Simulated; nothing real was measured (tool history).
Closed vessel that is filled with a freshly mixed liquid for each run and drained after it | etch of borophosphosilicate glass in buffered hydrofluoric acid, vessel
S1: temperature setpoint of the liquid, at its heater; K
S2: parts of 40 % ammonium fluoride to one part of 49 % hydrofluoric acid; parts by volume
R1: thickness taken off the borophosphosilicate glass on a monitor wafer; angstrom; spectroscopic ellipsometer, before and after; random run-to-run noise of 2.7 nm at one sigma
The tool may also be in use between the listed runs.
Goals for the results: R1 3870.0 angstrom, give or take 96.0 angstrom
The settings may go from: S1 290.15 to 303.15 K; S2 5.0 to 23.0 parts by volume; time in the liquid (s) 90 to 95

Run 1, day 0.000: S1 295.15 K, S2 14.0 parts by volume, time in the liquid (s) 90. Result: R1 1496.3 angstrom.
Run 2, day 0.221: S1 296.65 K, S2 12.5 parts by volume, time in the liquid (s) 90. Result: R1 1815.5 angstrom.
Run 3, day 0.592: S1 298.15 K, S2 11.5 parts by volume, time in the liquid (s) 90. Result: R1 2148.9 angstrom.
Run 4, day 0.800: S1 295.65 K, S2 11.5 parts by volume, time in the liquid (s) 90. Result: R1 1863.3 angstrom.
Run 5, day 1.183: S1 295.65 K, S2 11.5 parts by volume, time in the liquid (s) 90. Result: R1 1858.6 angstrom.
Run 6, day 1.521: S1 297.15 K, S2 10.5 parts by volume, time in the liquid (s) 90. Result: R1 2216.0 angstrom.
Run 7, day 1.862: S1 298.65 K, S2 10.0 parts by volume, time in the liquid (s) 90. Result: R1 2485.9 angstrom.
Run 8, day 2.033: S1 299.65 K, S2 9.5 parts by volume, time in the liquid (s) 90. Result: R1 2704.3 angstrom.
Run 9, day 2.371: S1 300.15 K, S2 9.0 parts by volume, time in the liquid (s) 90. Result: R1 2931.8 angstrom.
Run 10, day 2.667: S1 300.65 K, S2 8.5 parts by volume, time in the liquid (s) 90. Result: R1 3131.8 angstrom.
Run 11, day 2.950: S1 301.15 K, S2 8.5 parts by volume, time in the liquid (s) 90. Result: R1 3292.8 angstrom.
Run 12, day 3.121: S1 301.65 K, S2 8.5 parts by volume, time in the liquid (s) 90. Result: R1 3352.4 angstrom.
Run 13, day 3.475: S1 302.15 K, S2 8.5 parts by volume, time in the liquid (s) 90. Result: R1 3426.8 angstrom.
Run 14, day 3.854: S1 302.65 K, S2 8.0 parts by volume, time in the liquid (s) 90. Result: R1 3757.2 angstrom.

Below are 5 possible settings for the next run. Only one of them brings all results inside the allowed miss of their targets. Which is it?
Run A, day 4.233: S1 298.15 K, S2 7.0 parts by volume, time in the liquid (s) 95. Result: R1 ?.
Run B, day 4.233: S1 303.15 K, S2 8.0 parts by volume, time in the liquid (s) 95. Result: R1 ?.
Run C, day 4.233: S1 303.15 K, S2 7.5 parts by volume, time in the liquid (s) 90. Result: R1 ?.
Run D, day 4.233: S1 303.15 K, S2 8.0 parts by volume, time in the liquid (s) 90. Result: R1 ?.
Run E, day 4.233: S1 301.65 K, S2 7.0 parts by volume, time in the liquid (s) 90. Result: R1 ?.

move      R1
   A  3606.0
   B  4054.7
   C  4121.5
   D  3841.3
   E  4109.9
A: the biggest miss grows against the last run
B: takes the biggest miss from the last run beyond its target
C: takes the biggest miss from the last run beyond its target
D: meets every target
E: takes the biggest miss from the last run beyond its target
D meets every target.
